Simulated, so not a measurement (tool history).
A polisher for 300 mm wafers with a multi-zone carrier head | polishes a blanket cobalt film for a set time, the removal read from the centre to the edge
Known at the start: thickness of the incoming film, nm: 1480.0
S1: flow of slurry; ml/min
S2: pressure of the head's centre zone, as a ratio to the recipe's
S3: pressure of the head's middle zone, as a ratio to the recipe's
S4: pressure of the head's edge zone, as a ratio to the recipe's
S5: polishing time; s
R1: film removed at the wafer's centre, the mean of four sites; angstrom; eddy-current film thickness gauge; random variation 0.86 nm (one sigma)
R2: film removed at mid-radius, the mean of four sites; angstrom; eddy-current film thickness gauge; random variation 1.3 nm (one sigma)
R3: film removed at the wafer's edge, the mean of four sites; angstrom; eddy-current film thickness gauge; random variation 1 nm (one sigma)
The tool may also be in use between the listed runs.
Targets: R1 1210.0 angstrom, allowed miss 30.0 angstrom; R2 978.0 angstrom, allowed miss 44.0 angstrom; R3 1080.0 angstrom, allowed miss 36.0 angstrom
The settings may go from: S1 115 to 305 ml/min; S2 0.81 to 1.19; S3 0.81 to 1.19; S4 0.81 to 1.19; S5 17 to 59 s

| run | hour | S1 | S2 | S3 | S4 | S5 | R1 | R2 | R3 |
|---|---|---|---|---|---|---|---|---|---|
| 1 | 0.0 | 195 | 1.00 | 1.00 | 1.00 | 38 | 1602.2 | 1634.9 | 1633.7 |
| 2 | 8.5 | 190 | 1.02 | 0.95 | 0.97 | 34 | 1505.3 | 1373.7 | 1456.1 |
| 3 | 16.5 | 185 | 1.02 | 0.93 | 0.93 | 31 | 1362.8 | 1283.2 | 1274.5 |
| 4 | 20.5 | 175 | 1.03 | 0.90 | 0.93 | 30 | 1299.8 | 1179.9 | 1274.7 |
| 5 | 28.3 | 175 | 1.05 | 0.88 | 0.90 | 29 | 1274.2 | 1131.7 | 1190.0 |
| 6 | 31.6 | 175 | 1.05 | 0.88 | 0.82 | 29 | 1281.7 | 1126.1 | 1148.9 |
| 7 | 36.8 | 165 | 1.06 | 0.86 | 0.82 | 29 | 1278.1 | 1115.6 | 1141.4 |
| 8 | 37.5 | 165 | 1.06 | 0.86 | 0.82 | 29 | 1284.0 | 1100.1 | 1136.0 |
| 9 | 41.0 | 155 | 1.07 | 0.85 | 0.83 | 29 | 1289.1 | 1090.7 | 1138.5 |
|  | 41.9 | worn pad replaced by a new one |
| 10 | 41.9 | 150 | 1.07 | 0.84 | 0.84 | 28 | 1308.9 | 1099.5 | 1162.6 |
| 11 | 50.5 | 170 | 1.07 | 0.83 | 0.84 | 27 | 1270.0 | 1052.4 | 1136.2 |

Which of these 5 next moves meets every target?
| A | 59.1 | 165 | 1.00 | 0.95 | 0.85 | 28 | ? | ? | ? |
| B | 59.1 | 185 | 1.07 | 0.81 | 0.85 | 29 | ? | ? | ? |
| C | 59.1 | 205 | 1.07 | 0.81 | 0.85 | 25 | ? | ? | ? |
| D | 59.1 | 175 | 1.09 | 1.04 | 0.81 | 25 | ? | ? | ? |
| E | 59.1 | 205 | 1.19 | 0.81 | 0.83 | 26 | ? | ? | ? |

| move | R1 | R2 | R3 |
|---|---|---|---|
| A | 1246.6 | 1222.5 | 1196.7 |
| B | 1395.4 | 1157.8 | 1252.8 |
| C | 1217.7 | 1009.0 | 1088.7 |
| D | 1217.5 | 1166.5 | 1050.1 |
| E | 1401.4 | 1048.8 | 1120.4 |
A: further off than the last run
B: further off than the last run
C: meets every target
D: brings the result that was furthest off to its target, and leaves another outside
E: further off than the last run
Move C is the one to make.
